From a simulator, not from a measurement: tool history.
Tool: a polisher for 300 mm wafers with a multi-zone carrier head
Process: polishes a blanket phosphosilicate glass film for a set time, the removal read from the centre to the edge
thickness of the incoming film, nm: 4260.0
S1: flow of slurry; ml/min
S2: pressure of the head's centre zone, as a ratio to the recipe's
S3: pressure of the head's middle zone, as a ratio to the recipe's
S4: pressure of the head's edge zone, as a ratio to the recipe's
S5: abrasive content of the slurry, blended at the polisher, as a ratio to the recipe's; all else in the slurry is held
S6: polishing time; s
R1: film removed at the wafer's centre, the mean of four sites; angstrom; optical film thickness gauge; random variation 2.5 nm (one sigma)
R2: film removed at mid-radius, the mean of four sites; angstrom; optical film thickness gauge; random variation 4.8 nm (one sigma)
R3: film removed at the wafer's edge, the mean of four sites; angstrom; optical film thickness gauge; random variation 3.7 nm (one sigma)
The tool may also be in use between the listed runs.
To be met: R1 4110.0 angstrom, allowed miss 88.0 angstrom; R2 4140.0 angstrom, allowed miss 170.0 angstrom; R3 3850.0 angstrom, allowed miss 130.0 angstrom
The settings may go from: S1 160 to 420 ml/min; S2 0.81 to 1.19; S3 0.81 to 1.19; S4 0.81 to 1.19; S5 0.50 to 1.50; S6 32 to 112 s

| run | hour | S1 | S2 | S3 | S4 | S5 | S6 | R1 | R2 | R3 |
|---|---|---|---|---|---|---|---|---|---|---|
| 1 | 0.0 | 270 | 1.00 | 1.00 | 1.00 | 1.00 | 72 | 7566.2 | 7790.7 | 7423.7 |
| 2 | 0.7 | 270 | 1.00 | 1.00 | 0.92 | 1.00 | 72 | 7586.5 | 7648.6 | 7199.6 |
| 3 | 6.1 | 270 | 1.00 | 1.00 | 0.92 | 1.00 | 56 | 5930.9 | 5974.7 | 5643.1 |
| 4 | 9.8 | 275 | 0.99 | 1.00 | 0.90 | 0.85 | 54 | 5195.2 | 5497.2 | 5006.0 |
| 5 | 11.9 | 275 | 0.99 | 1.00 | 0.93 | 0.85 | 54 | 5190.9 | 5377.4 | 5157.0 |
| 6 | 12.5 | 275 | 1.00 | 0.99 | 0.90 | 0.75 | 53 | 4822.5 | 4885.3 | 4515.6 |
| 7 | 20.6 | 265 | 0.99 | 0.97 | 0.88 | 0.70 | 53 | 4647.6 | 4726.8 | 4397.3 |
| 8 | 24.9 | 260 | 0.98 | 0.96 | 0.86 | 0.65 | 53 | 4402.4 | 4578.0 | 4120.6 |
| 9 | 29.9 | 250 | 0.97 | 0.94 | 0.85 | 0.65 | 53 | 4353.3 | 4411.8 | 4066.3 |
| 10 | 38.9 | 240 | 0.96 | 0.93 | 0.84 | 0.65 | 53 | 4263.4 | 4381.4 | 4132.2 |
| 11 | 43.0 | 240 | 0.96 | 0.93 | 0.83 | 0.65 | 53 | 4287.9 | 4404.5 | 4040.7 |
| 12 | 44.3 | 235 | 0.96 | 0.92 | 0.82 | 0.65 | 53 | 4212.2 | 4324.4 | 4007.2 |
| 13 | 53.1 | 230 | 0.96 | 0.92 | 0.82 | 0.65 | 53 | 4248.9 | 4327.0 | 4003.7 |
| 14 | 55.1 | 225 | 0.96 | 0.92 | 0.82 | 0.65 | 53 | 4278.5 | 4277.6 | 4102.5 |
| 15 | 58.9 | 255 | 0.97 | 0.94 | 0.81 | 0.50 | 53 | 3755.2 | 3815.1 | 3517.3 |
| 16 | 60.0 | 255 | 0.98 | 0.95 | 0.83 | 0.50 | 53 | 3763.4 | 3789.3 | 3469.2 |
| 17 | 61.9 | 265 | 0.98 | 0.96 | 0.85 | 0.50 | 53 | 3755.9 | 3842.9 | 3537.2 |
| 18 | 70.6 | 265 | 0.99 | 0.97 | 0.86 | 0.50 | 53 | 3839.9 | 3856.1 | 3611.3 |

4 next moves are on the table. One of them brings every result within its allowed miss. Which?
| A | 79.3 | 180 | 1.02 | 0.88 | 1.11 | 0.50 | 56 | ? | ? | ? |
| B | 79.3 | 215 | 1.01 | 1.00 | 0.89 | 0.65 | 49 | ? | ? | ? |
| C | 79.3 | 285 | 1.02 | 0.99 | 0.81 | 0.65 | 47 | ? | ? | ? |
| D | 79.3 | 270 | 0.97 | 1.03 | 0.82 | 0.60 | 49 | ? | ? | ? |

| move | R1 | R2 | R3 |
|---|---|---|---|
| A | 3976.5 | 3712.1 | 4213.5 |
| B | 4105.8 | 4143.7 | 3913.4 |
| C | 4100.5 | 4063.4 | 3675.5 |
| D | 3870.8 | 4124.3 | 3668.7 |
A: nearer than the last run, and not there yet
B: meets every target
C: brings the result that was furthest off to its target, and leaves another outside
D: nearer than the last run, and not there yet
Answer: B
